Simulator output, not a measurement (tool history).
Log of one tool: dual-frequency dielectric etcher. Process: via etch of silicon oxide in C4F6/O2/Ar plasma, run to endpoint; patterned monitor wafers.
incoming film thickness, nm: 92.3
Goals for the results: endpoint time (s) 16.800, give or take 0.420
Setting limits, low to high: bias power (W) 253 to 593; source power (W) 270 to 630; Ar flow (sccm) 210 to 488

run 1 hour=0.0 | bias_power_(W)=423 source_power_(W)=450 Ar_flow_(sccm)=349 | endpoint_time_(s)=20.170
run 2 hour=7.9 | bias_power_(W)=491 source_power_(W)=450 Ar_flow_(sccm)=349 | endpoint_time_(s)=19.008
run 3 hour=8.8 | bias_power_(W)=503 source_power_(W)=460 Ar_flow_(sccm)=347 | endpoint_time_(s)=18.611
run 4 hour=10.6 | bias_power_(W)=513 source_power_(W)=470 Ar_flow_(sccm)=346 | endpoint_time_(s)=18.469
run 5 hour=19.1 | bias_power_(W)=523 source_power_(W)=480 Ar_flow_(sccm)=344 | endpoint_time_(s)=18.055
run 6 hour=25.7 | bias_power_(W)=492 source_power_(W)=480 Ar_flow_(sccm)=344 | endpoint_time_(s)=18.396
run 7 hour=31.0 | bias_power_(W)=502 source_power_(W)=480 Ar_flow_(sccm)=343 | endpoint_time_(s)=18.311
run 8 hour=31.6 | bias_power_(W)=512 source_power_(W)=480 Ar_flow_(sccm)=342 | endpoint_time_(s)=18.334
run 9 hour=34.3 | bias_power_(W)=512 source_power_(W)=480 Ar_flow_(sccm)=342 | endpoint_time_(s)=18.257
run 10 hour=40.6 | bias_power_(W)=521 source_power_(W)=490 Ar_flow_(sccm)=341 | endpoint_time_(s)=17.868
run 11 hour=47.6 | bias_power_(W)=528 source_power_(W)=490 Ar_flow_(sccm)=340 | endpoint_time_(s)=17.874
run 12 hour=56.4 | bias_power_(W)=535 source_power_(W)=490 Ar_flow_(sccm)=339 | endpoint_time_(s)=17.884

Pick the move, out of 5, that brings all results within their allowed miss; only one does.
run A hour=65.2 | bias_power_(W)=558 source_power_(W)=540 Ar_flow_(sccm)=346 | endpoint_time_(s)=?
run B hour=65.2 | bias_power_(W)=593 source_power_(W)=570 Ar_flow_(sccm)=323 | endpoint_time_(s)=?
run C hour=65.2 | bias_power_(W)=527 source_power_(W)=470 Ar_flow_(sccm)=323 | endpoint_time_(s)=?
run D hour=65.2 | bias_power_(W)=593 source_power_(W)=600 Ar_flow_(sccm)=351 | endpoint_time_(s)=?
run E hour=65.2 | bias_power_(W)=593 source_power_(W)=560 Ar_flow_(sccm)=349 | endpoint_time_(s)=?

move=A endpoint_time_(s)=16.611
move=B endpoint_time_(s)=15.776
move=C endpoint_time_(s)=17.822
move=D endpoint_time_(s)=15.586
move=E endpoint_time_(s)=15.986
A: every result lands within tolerance
B: pushes the last run's worst result past its target
C: gains on the last run, yet a result remains outside its allowed miss
D: pushes the last run's worst result past its target
E: pushes the last run's worst result past its target
Correct choice: A, which meets every target

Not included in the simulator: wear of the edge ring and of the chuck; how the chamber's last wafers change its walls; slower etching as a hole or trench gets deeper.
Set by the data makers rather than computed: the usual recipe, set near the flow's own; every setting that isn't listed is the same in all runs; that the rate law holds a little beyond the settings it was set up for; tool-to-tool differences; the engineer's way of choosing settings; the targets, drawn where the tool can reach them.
